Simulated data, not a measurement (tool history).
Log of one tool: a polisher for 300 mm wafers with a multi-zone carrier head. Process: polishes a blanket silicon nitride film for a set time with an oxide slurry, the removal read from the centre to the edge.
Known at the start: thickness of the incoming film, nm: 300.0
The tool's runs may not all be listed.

| run | hour | flow of slurry (ml/min) | pressure of the head's centre zone | pressure of the head's middle zone | pressure of the head's edge zone | abrasive content of the slurry | polishing time (s) | film removed at the wafer's centre (Å) | film removed at mid-radius (Å) | film removed at the wafer's edge (Å) |
|---|---|---|---|---|---|---|---|---|---|---|
| 1 | 0 | 300 | 1 | 1 | 1 | 1 | 69 | 399.37 | 423.31 | 421.74 |
| 2 | 4.2 | 300 | 1.01 | 0.98 | 0.98 | 0.9 | 67 | 363.95 | 383.24 | 383.67 |
| 3 | 8.1 | 300 | 0.93 | 0.98 | 0.98 | 0.9 | 67 | 330 | 378.12 | 380.02 |
| 4 | 8.9 | 300 | 0.97 | 0.95 | 0.96 | 0.85 | 66 | 333.18 | 348.38 | 358.91 |
| 5 | 13.9 | 300 | 0.98 | 0.93 | 0.94 | 0.8 | 66 | 323.92 | 335.88 | 339.43 |
|  | 19.2 | centre zone pressure recalibrated |
| 6 | 19.2 | 300 | 0.98 | 0.93 | 0.94 | 0.7 | 66 | 316.93 | 305.56 | 309.7 |
| 7 | 20.4 | 295 | 0.98 | 0.91 | 0.93 | 0.7 | 66 | 319.01 | 299.22 | 312.91 |
| 8 | 23.1 | 295 | 0.98 | 0.9 | 0.91 | 0.7 | 66 | 316.3 | 293.28 | 307.95 |

Run 9 comes next. What will it give?
| 9 | 24 | 295 | 0.98 | 0.89 | 0.9 | 0.7 | 66 | ? | ? | ? |

film removed at the wafer's centre (Å): 317.49
film removed at mid-radius (Å): 294.33
film removed at the wafer's edge (Å): 307.44
